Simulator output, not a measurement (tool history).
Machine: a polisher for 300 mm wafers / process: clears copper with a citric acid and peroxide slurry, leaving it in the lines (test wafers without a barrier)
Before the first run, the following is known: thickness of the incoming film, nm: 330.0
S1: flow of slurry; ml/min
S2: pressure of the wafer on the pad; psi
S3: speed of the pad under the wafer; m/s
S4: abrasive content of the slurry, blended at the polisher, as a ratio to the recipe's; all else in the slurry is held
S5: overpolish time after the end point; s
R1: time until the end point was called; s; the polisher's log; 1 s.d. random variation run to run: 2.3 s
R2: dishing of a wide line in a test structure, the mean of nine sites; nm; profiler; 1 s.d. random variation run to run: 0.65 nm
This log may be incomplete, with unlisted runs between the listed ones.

run  hour   S1   S2    S3   S4  S5      R1      R2
  1     0  280  2.8     1    1  25   218.8  29.146
  2   7.4  280  2.8  0.84    1  25  243.27  24.504
  3   9.6  215  2.8  0.84    1  25  266.15  23.222
  4  16.3  230    3  0.84    1  25   238.3  25.762
  5  19.6  230    3  0.84  1.1  25  236.52  26.156
     22.5  -- slurry nozzle cleaned
  6  22.5  230    3  0.84    1  25  225.64  27.743
  7    29  230  3.8  0.86    1  26  180.28  36.713
  8  32.1  235  3.8  0.86    1  26  174.96  36.452

Expected results for the next run?
  9  37.5  240  3.8  0.86   1  26   ?   ?

R1: 176.12 s
R2: 35.37 nm

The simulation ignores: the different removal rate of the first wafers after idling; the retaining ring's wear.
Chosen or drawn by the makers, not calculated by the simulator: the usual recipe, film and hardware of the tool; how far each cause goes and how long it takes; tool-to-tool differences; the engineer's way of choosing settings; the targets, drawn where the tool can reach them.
